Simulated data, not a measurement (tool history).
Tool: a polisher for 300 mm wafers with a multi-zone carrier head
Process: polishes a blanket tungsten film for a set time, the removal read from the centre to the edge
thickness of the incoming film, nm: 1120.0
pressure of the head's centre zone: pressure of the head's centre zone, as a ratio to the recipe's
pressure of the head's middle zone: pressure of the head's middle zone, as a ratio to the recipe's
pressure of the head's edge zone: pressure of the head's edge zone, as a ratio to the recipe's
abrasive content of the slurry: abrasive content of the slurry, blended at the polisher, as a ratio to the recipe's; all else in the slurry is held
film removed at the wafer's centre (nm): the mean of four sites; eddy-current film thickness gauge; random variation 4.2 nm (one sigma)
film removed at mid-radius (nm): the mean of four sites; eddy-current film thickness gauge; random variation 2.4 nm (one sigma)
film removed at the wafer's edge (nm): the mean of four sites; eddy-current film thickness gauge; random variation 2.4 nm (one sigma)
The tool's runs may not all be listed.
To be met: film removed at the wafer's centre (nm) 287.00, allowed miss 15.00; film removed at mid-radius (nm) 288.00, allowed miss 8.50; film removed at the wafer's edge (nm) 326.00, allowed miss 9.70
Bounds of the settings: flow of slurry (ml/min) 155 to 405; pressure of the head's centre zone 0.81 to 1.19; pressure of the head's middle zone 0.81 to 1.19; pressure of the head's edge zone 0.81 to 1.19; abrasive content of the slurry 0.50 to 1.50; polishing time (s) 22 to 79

| run | hour | flow of slurry (ml/min) | pressure of the head's centre zone | pressure of the head's middle zone | pressure of the head's edge zone | abrasive content of the slurry | polishing time (s) | film removed at the wafer's centre (nm) | film removed at mid-radius (nm) | film removed at the wafer's edge (nm) |
|---|---|---|---|---|---|---|---|---|---|---|
| 1 | 0.0 | 260 | 1.00 | 1.00 | 1.00 | 1.00 | 50 | 225.27 | 222.88 | 223.77 |
| 2 | 7.4 | 260 | 0.99 | 0.99 | 1.03 | 1.10 | 51 | 239.43 | 226.93 | 231.55 |
| 3 | 8.9 | 255 | 0.96 | 0.98 | 1.05 | 1.10 | 54 | 242.60 | 239.75 | 252.49 |
| 4 | 11.4 | 255 | 0.96 | 0.98 | 1.13 | 1.10 | 54 | 244.57 | 238.71 | 262.59 |
| 5 | 12.7 | 255 | 0.96 | 0.98 | 1.13 | 1.10 | 60 | 265.30 | 268.26 | 284.62 |
| 6 | 16.8 | 255 | 1.05 | 0.98 | 1.13 | 1.10 | 60 | 291.25 | 268.25 | 289.30 |
| 7 | 19.3 | 265 | 0.95 | 0.94 | 1.19 | 1.35 | 61 | 283.10 | 274.45 | 318.31 |
| 8 | 24.2 | 265 | 0.95 | 0.94 | 1.19 | 1.35 | 61 | 282.00 | 277.57 | 321.58 |

5 next moves are on the table. One of them brings every result within its allowed miss. Which?
| A | 29.1 | 275 | 0.93 | 0.96 | 1.18 | 1.50 | 61 | ? | ? | ? |
| B | 29.1 | 270 | 0.97 | 0.94 | 1.17 | 1.25 | 61 | ? | ? | ? |
| C | 29.1 | 280 | 0.95 | 0.93 | 1.19 | 1.20 | 63 | ? | ? | ? |
| D | 29.1 | 250 | 1.05 | 0.90 | 0.99 | 1.25 | 64 | ? | ? | ? |
| E | 29.1 | 240 | 1.10 | 0.94 | 1.07 | 1.25 | 62 | ? | ? | ? |

| move | film removed at the wafer's centre (nm) | film removed at mid-radius (nm) | film removed at the wafer's edge (nm) |
|---|---|---|---|
| A | 298.70 | 290.31 | 329.85 |
| B | 295.98 | 270.98 | 312.25 |
| C | 297.14 | 275.26 | 322.63 |
| D | 333.41 | 272.14 | 299.81 |
| E | 336.99 | 272.14 | 300.63 |
A: meets every target
B: further off than the last run
C: further off than the last run
D: further off than the last run
E: further off than the last run
Move A is the one to make.

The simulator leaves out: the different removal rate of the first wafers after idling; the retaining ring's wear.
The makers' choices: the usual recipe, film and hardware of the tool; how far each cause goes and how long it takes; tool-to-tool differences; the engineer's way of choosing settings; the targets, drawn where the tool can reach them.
